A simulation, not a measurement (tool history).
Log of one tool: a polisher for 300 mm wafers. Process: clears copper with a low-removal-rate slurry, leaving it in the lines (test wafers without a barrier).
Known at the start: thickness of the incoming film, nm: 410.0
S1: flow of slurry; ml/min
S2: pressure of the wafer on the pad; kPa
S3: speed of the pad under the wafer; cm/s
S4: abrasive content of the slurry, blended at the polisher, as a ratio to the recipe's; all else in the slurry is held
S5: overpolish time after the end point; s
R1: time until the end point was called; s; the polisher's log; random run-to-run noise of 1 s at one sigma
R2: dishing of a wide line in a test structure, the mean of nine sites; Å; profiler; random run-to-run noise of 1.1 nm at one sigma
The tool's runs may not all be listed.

{"run": 1, "hour": 0.0, "S1": 245, "S2": 22.8, "S3": 88, "S4": 1, "S5": 21, "R1": 124.71, "R2": 351.68}
{"run": 2, "hour": 7.3, "S1": 245, "S2": 18.6, "S3": 88, "S4": 1, "S5": 21, "R1": 150.15, "R2": 330.8}
{"run": 3, "hour": 16.3, "S1": 245, "S2": 24.1, "S3": 90, "S4": 1, "S5": 20, "R1": 116, "R2": 357.16}
{"run": 4, "hour": 22.9, "S1": 245, "S2": 27.6, "S3": 92, "S4": 1, "S5": 19, "R1": 97.555, "R2": 407.98}
{"run": 5, "hour": 31.7, "S1": 245, "S2": 30.3, "S3": 94, "S4": 1, "S5": 16, "R1": 87.897, "R2": 386.83}
{"run": 6, "hour": 39.8, "S1": 245, "S2": 31.7, "S3": 96, "S4": 1, "S5": 15, "R1": 81.718, "R2": 388.63}
{"run": 7, "hour": 45.2, "S1": 245, "S2": 33.1, "S3": 98, "S4": 1, "S5": 15, "R1": 77.29, "R2": 402.83}

The next listed run, before its measurement:
{"run": 8, "hour": 53.3, "S1": 245, "S2": 33.8, "S3": 100, "S4": 1, "S5": 15, "R1": "?", "R2": "?"}

R1: 75.002 s
R2: 424.79 Å

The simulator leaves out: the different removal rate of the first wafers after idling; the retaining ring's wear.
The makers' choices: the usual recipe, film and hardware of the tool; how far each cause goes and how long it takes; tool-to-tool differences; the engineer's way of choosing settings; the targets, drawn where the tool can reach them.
